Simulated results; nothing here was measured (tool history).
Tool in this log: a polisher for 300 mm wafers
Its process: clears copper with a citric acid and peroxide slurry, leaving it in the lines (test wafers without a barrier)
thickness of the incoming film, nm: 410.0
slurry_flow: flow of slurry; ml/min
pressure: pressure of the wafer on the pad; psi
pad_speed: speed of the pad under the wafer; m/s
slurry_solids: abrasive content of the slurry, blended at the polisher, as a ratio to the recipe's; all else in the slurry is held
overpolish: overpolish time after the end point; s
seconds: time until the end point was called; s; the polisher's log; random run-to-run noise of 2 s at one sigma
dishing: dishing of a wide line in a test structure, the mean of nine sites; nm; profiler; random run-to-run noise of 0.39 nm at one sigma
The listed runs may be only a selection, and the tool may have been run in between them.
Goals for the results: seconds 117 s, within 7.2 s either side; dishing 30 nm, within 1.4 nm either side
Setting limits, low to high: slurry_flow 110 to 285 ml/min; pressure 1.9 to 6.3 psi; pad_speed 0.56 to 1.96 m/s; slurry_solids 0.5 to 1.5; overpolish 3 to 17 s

run	hour	slurry_flow	pressure	pad_speed	slurry_solids	overpolish	seconds	dishing
1	0	180	4.1	1.26	1	9	119.79	21.411
2	1.7	180	3.6	1.26	1	9	129.99	18.924
3	10.7	135	3.6	1.26	1	9	141.66	18.201
4	15.4	135	3.6	1.26	1	12	139.67	23.518
5	16.1	135	3.6	1.26	1	10	140.45	20.262
6	23.3	130	3.9	1.26	1	11	128.83	23.383
7	25.6	130	4	1.26	1	12	133.1	25.803
8	33.2	140	4.1	1.26	1	12	122.31	27.067
9	39.8	145	4.2	1.26	1	12	115.83	27.973

5 candidate next runs follow, results not yet known. Just one meets every target within its allowed miss. Identify it.
A	46.4	110	5.3	1.12	0.85	15	?	?
B	46.4	130	4.1	1.2	0.9	16	?	?
C	46.4	120	4.3	1.26	1.1	15	?	?
D	46.4	130	3.9	1.2	1.05	15	?	?
E	46.4	160	4.3	1.26	0.75	13	?	?

move	seconds	dishing
A	119.54	34.265
B	136.27	32.066
C	121.78	33.494
D	138.96	29.721
E	123	29.251
A: takes the biggest miss from the last run beyond its target
B: takes the biggest miss from the last run beyond its target
C: takes the biggest miss from the last run beyond its target
D: gets the furthest-off result to its target, but another result is out of tolerance
E: all results in spec
E meets every target.

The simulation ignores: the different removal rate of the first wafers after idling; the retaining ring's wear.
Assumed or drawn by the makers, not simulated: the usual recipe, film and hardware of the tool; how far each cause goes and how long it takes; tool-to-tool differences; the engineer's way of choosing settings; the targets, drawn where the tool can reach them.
